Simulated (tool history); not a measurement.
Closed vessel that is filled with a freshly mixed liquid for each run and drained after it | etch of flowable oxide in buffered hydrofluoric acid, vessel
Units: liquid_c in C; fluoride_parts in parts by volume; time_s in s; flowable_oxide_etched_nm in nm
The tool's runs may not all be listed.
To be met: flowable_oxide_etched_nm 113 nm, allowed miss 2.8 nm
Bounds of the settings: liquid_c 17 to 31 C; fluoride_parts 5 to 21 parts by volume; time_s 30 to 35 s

{"run": 1, "day": 0.0, "liquid_c": 23, "fluoride_parts": 13, "time_s": 35, "flowable_oxide_etched_nm": 51.295}
{"run": 2, "day": 0.196, "liquid_c": 23, "fluoride_parts": 13, "time_s": 35, "flowable_oxide_etched_nm": 50.796}
{"run": 3, "day": 0.362, "liquid_c": 24.5, "fluoride_parts": 12, "time_s": 35, "flowable_oxide_etched_nm": 60.1}
{"run": 4, "day": 0.633, "liquid_c": 26, "fluoride_parts": 11.5, "time_s": 35, "flowable_oxide_etched_nm": 67.534}
{"run": 5, "day": 0.804, "liquid_c": 26, "fluoride_parts": 11.5, "time_s": 35, "flowable_oxide_etched_nm": 68.031}
{"run": 6, "day": 1.054, "liquid_c": 28.5, "fluoride_parts": 11.5, "time_s": 35, "flowable_oxide_etched_nm": 77.215}
{"run": 7, "day": 1.342, "liquid_c": 29, "fluoride_parts": 11, "time_s": 35, "flowable_oxide_etched_nm": 83.002}
{"run": 8, "day": 1.546, "liquid_c": 29.5, "fluoride_parts": 10.5, "time_s": 35, "flowable_oxide_etched_nm": 88.907}
{"run": 9, "day": 1.683, "liquid_c": 30, "fluoride_parts": 10, "time_s": 35, "flowable_oxide_etched_nm": 95.582}
{"run": 10, "day": 1.95, "liquid_c": 30, "fluoride_parts": 9.5, "time_s": 35, "flowable_oxide_etched_nm": 98.805}
{"run": 11, "day": 2.167, "liquid_c": 30.5, "fluoride_parts": 9, "time_s": 35, "flowable_oxide_etched_nm": 105.04}

Which of these 4 next moves meets every target?
{"run": "A", "day": 2.383, "liquid_c": 31, "fluoride_parts": 8, "time_s": 35, "flowable_oxide_etched_nm": "?"}
{"run": "B", "day": 2.383, "liquid_c": 31, "fluoride_parts": 9, "time_s": 35, "flowable_oxide_etched_nm": "?"}
{"run": "C", "day": 2.383, "liquid_c": 28, "fluoride_parts": 7.5, "time_s": 35, "flowable_oxide_etched_nm": "?"}
{"run": "D", "day": 2.383, "liquid_c": 30.5, "fluoride_parts": 9.5, "time_s": 35, "flowable_oxide_etched_nm": "?"}

move=A flowable_oxide_etched_nm=121.9
move=B flowable_oxide_etched_nm=107.3
move=C flowable_oxide_etched_nm=111.64
move=D flowable_oxide_etched_nm=101.05
A: takes the result that was furthest off past its target
B: nearer than the last run, and not there yet
C: meets every target
D: further off than the last run
Move C is the one to make.
